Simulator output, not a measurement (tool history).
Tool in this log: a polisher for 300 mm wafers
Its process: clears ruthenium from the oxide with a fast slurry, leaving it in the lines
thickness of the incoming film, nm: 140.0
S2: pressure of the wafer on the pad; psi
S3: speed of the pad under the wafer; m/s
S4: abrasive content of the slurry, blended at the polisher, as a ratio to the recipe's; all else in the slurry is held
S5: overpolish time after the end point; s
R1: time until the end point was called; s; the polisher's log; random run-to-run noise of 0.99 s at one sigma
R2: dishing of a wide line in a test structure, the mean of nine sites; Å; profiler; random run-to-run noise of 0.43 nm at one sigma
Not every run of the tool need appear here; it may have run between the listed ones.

Run 1, day 0: flow of slurry (ml/min) 305, S2 1.9 psi, S3 0.96 m/s, S4 1, S5 8 s. Result: R1 56.713 s, R2 190.95 Å.
Run 2, day 0.346: flow of slurry (ml/min) 305, S2 1.9 psi, S3 0.96 m/s, S4 0.8, S5 8 s. Result: R1 64.814 s, R2 174.41 Å.
Run 3, day 0.412: flow of slurry (ml/min) 305, S2 1.9 psi, S3 0.96 m/s, S4 0.8, S5 9 s. Result: R1 63.252 s, R2 191.35 Å.
Run 4, day 0.767: flow of slurry (ml/min) 370, S2 1.9 psi, S3 0.96 m/s, S4 0.8, S5 9 s. Result: R1 63.645 s, R2 200.23 Å.
Run 5, day 0.838: flow of slurry (ml/min) 370, S2 2.2 psi, S3 0.96 m/s, S4 0.8, S5 9 s. Result: R1 55.103 s, R2 223.14 Å.
Run 6, day 1.038: flow of slurry (ml/min) 370, S2 2.2 psi, S3 0.96 m/s, S4 0.9, S5 9 s. Result: R1 52.065 s, R2 240.67 Å.
Run 7, day 1.067: flow of slurry (ml/min) 370, S2 2.1 psi, S3 0.96 m/s, S4 0.9, S5 9 s. Result: R1 53.518 s, R2 236.81 Å.
Run 8, day 1.112: flow of slurry (ml/min) 365, S2 2 psi, S3 0.96 m/s, S4 0.9, S5 9 s. Result: R1 57.353 s, R2 220.36 Å.
Run 9, day 1.217: flow of slurry (ml/min) 365, S2 1.9 psi, S3 0.96 m/s, S4 0.9, S5 9 s. Result: R1 59.201 s, R2 210.63 Å.

What will run 10 give?
Run 10, day 1.542: flow of slurry (ml/min) 365, S2 1.8 psi, S3 0.96 m/s, S4 0.9, S5 10 s. Result: R1 ?, R2 ?.

R1: 62.545 s
R2: 216.97 Å

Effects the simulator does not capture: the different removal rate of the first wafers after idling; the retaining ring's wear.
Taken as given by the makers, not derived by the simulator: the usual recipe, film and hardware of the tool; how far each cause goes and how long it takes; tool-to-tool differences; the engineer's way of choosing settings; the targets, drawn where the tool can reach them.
